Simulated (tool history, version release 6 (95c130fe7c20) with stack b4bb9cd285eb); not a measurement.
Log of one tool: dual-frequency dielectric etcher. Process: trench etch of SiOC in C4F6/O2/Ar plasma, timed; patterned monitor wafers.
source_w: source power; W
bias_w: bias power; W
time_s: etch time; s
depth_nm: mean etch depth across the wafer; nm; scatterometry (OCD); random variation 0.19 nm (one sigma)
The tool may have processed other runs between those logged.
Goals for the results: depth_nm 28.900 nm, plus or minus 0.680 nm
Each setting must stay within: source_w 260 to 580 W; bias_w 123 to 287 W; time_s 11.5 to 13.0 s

run 1 hour=0.0 | source_w=420 bias_w=205 time_s=13.0 | depth_nm=25.969
run 2 hour=4.3 | source_w=420 bias_w=181 time_s=13.0 | depth_nm=24.837
run 3 hour=11.9 | source_w=420 bias_w=154 time_s=13.0 | depth_nm=23.343
run 4 hour=18.0 | source_w=450 bias_w=154 time_s=13.0 | depth_nm=24.156
run 5 hour=26.0 | source_w=450 bias_w=174 time_s=13.0 | depth_nm=24.878
run 6 hour=28.2 | source_w=390 bias_w=174 time_s=13.0 | depth_nm=23.593
run 7 hour=34.1 | source_w=420 bias_w=179 time_s=13.0 | depth_nm=24.675
run 8 hour=38.0 | source_w=500 bias_w=197 time_s=13.0 | depth_nm=27.702
run 9 hour=46.8 | source_w=510 bias_w=198 time_s=13.0 | depth_nm=27.869

Exactly one of the 5 candidate moves below puts every result within its allowed miss. Which one?
run A hour=55.6 | source_w=480 bias_w=215 time_s=12.0 | depth_nm=?
run B hour=55.6 | source_w=540 bias_w=200 time_s=12.5 | depth_nm=?
run C hour=55.6 | source_w=520 bias_w=180 time_s=13.0 | depth_nm=?
run D hour=55.6 | source_w=530 bias_w=200 time_s=13.0 | depth_nm=?
run E hour=55.6 | source_w=560 bias_w=213 time_s=11.5 | depth_nm=?

move=A depth_nm=25.793
move=B depth_nm=27.506
move=C depth_nm=26.996
move=D depth_nm=28.372
move=E depth_nm=26.353
A: moves away from the targets compared with the last run
B: moves away from the targets compared with the last run
C: moves away from the targets compared with the last run
D: every result lands within tolerance
E: moves away from the targets compared with the last run
The right move is D.
